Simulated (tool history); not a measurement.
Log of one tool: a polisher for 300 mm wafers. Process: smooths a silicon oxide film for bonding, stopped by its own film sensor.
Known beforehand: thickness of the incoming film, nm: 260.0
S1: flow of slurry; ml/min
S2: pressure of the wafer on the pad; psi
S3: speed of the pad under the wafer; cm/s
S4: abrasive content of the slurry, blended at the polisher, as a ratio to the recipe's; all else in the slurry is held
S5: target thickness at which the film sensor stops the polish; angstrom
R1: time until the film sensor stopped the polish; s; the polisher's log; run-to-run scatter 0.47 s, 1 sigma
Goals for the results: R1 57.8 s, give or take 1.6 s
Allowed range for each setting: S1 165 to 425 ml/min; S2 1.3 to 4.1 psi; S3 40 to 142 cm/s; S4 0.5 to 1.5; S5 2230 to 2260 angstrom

run 1 day=0 | S1=275 S2=2.7 S3=90 S4=1 S5=2230 | R1=39.024
run 2 day=0.062 | S1=275 S2=3 S3=90 S4=1 S5=2230 | R1=35.606
run 3 day=0.425 | S1=275 S2=3.3 S3=90 S4=1 S5=2230 | R1=32.6
run 4 day=0.621 | S1=275 S2=3.3 S3=90 S4=0.8 S5=2230 | R1=35.519
run 5 day=0.842 | S1=275 S2=3.3 S3=90 S4=0.8 S5=2230 | R1=35.457
run 6 day=1.046 | S1=275 S2=3.3 S3=74 S4=0.8 S5=2230 | R1=41.334
run 7 day=1.092 | S1=275 S2=3 S3=74 S4=0.8 S5=2230 | R1=44.985
run 8 day=1.35 | S1=275 S2=2.8 S3=74 S4=0.8 S5=2230 | R1=48.458
run 9 day=1.629 | S1=275 S2=2.8 S3=74 S4=0.8 S5=2230 | R1=48.666
run 10 day=1.725 | S1=275 S2=2.7 S3=74 S4=0.8 S5=2230 | R1=50.017
run 11 day=2.025 | S1=275 S2=2.6 S3=74 S4=0.8 S5=2230 | R1=52.028
run 12 day=2.204 | S1=275 S2=2.5 S3=74 S4=0.8 S5=2230 | R1=54.203

Exercise: of the 4 proposed moves below, exactly one satisfies all targets within the stated allowed misses. Which move is it?
run A day=2.383 | S1=355 S2=1.9 S3=92 S4=0.75 S5=2230 | R1=?
run B day=2.383 | S1=300 S2=2.3 S3=78 S4=0.8 S5=2260 | R1=?
run C day=2.383 | S1=340 S2=2 S3=100 S4=0.75 S5=2230 | R1=?
run D day=2.383 | S1=225 S2=2.5 S3=66 S4=0.7 S5=2260 | R1=?

move=A R1=60.51
move=B R1=51.323
move=C R1=54.261
move=D R1=58.108
A: takes the result that was furthest off past its target
B: its largest miss is bigger than the last run's
C: about as far from the targets as the last run
D: every result within its allowed miss
Go with D: it meets all targets.
